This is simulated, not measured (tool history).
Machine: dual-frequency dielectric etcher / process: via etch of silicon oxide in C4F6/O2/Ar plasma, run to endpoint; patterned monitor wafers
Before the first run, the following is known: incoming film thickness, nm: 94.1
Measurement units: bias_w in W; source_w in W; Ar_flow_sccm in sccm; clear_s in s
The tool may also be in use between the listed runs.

run,day,bias_w,source_w,Ar_flow_sccm,clear_s
1,0.000,416,350,374,23.835
2,0.325,416,350,348,23.602
3,0.571,401,350,349,23.959
4,0.717,401,350,307,23.328
5,0.850,401,350,374,24.102
6,1.004,401,400,374,22.897

Run 7 has not been measured yet. What should we expect?
7,1.129,388,390,376,?

clear_s: 23.407 s
